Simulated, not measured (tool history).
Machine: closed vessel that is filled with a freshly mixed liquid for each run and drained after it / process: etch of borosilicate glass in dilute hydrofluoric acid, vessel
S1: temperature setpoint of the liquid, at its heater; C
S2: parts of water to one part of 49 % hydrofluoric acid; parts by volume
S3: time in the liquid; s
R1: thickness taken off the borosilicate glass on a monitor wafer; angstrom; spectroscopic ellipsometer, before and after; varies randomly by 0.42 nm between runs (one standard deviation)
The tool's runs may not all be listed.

run,day,S1,S2,S3,R1
1,0,24,140,345,566.98
2,0.1,23.5,140,345,552.08
3,0.412,23.5,140,345,560.98
4,0.592,23.5,105,345,764.25
5,0.771,22.5,110,345,706.79
6,0.896,22,115,345,666.98

Run 7, settings as shown, results not yet in. Your forecast:
7,1.275,21.5,120,345,?

R1: 624.36 angstrom

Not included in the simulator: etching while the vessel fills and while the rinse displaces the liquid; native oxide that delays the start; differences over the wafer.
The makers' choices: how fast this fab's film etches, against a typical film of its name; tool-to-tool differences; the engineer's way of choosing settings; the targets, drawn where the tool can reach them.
